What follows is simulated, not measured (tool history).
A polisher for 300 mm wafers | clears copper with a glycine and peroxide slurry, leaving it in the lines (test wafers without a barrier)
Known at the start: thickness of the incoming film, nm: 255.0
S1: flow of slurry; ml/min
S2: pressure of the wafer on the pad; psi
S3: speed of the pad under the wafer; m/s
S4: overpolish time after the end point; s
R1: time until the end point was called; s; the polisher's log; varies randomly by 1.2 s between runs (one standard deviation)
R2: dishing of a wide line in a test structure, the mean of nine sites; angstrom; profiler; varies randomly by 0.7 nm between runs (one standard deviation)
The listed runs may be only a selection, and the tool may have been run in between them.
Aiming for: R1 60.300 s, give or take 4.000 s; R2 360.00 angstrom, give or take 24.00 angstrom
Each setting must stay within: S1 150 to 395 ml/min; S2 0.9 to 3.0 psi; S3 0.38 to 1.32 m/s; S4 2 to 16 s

run 1 day=0.000 | S1=250 S2=1.9 S3=0.84 S4=8 | R1=78.652 R2=219.91
run 2 day=0.033 | S1=250 S2=1.9 S3=0.84 S4=5 | R1=77.536 R2=142.05
run 3 day=0.133 | S1=250 S2=2.0 S3=0.86 S4=6 | R1=77.797 R2=179.49
run 4 day=0.396 | S1=250 S2=2.2 S3=0.90 S4=6 | R1=68.302 R2=191.12
run 5 day=0.433 | S1=250 S2=2.2 S3=0.90 S4=4 | R1=69.096 R2=125.78
run 6 day=0.488 | S1=250 S2=2.2 S3=0.74 S4=4 | R1=79.000 R2=115.22
run 7 day=0.604 | S1=255 S2=2.1 S3=0.84 S4=5 | R1=71.901 R2=147.31
-- day=0.912 worn pad replaced by a new one
run 8 day=0.912 | S1=260 S2=1.8 S3=1.08 S4=9 | R1=60.706 R2=294.91
run 9 day=1.038 | S1=255 S2=1.9 S3=1.08 S4=10 | R1=60.813 R2=334.73

Which single option among these 5 for the next run brings every result within its allowed miss of target? Just one does.
run A day=1.162 | S1=220 S2=1.8 S3=0.98 S4=9 | R1=? R2=?
run B day=1.162 | S1=255 S2=2.0 S3=1.06 S4=9 | R1=? R2=?
run C day=1.162 | S1=335 S2=2.6 S3=0.80 S4=11 | R1=? R2=?
run D day=1.162 | S1=280 S2=1.4 S3=1.18 S4=10 | R1=? R2=?
run E day=1.162 | S1=255 S2=1.9 S3=1.00 S4=9 | R1=? R2=?

move=A R1=65.595 R2=270.40
move=B R1=57.931 R2=300.38
move=C R1=58.195 R2=357.15
move=D R1=64.076 R2=299.99
move=E R1=61.824 R2=284.50
A: the biggest miss grows against the last run
B: the biggest miss grows against the last run
C: in spec on every target
D: the biggest miss grows against the last run
E: the biggest miss grows against the last run
The move that meets every target is C.

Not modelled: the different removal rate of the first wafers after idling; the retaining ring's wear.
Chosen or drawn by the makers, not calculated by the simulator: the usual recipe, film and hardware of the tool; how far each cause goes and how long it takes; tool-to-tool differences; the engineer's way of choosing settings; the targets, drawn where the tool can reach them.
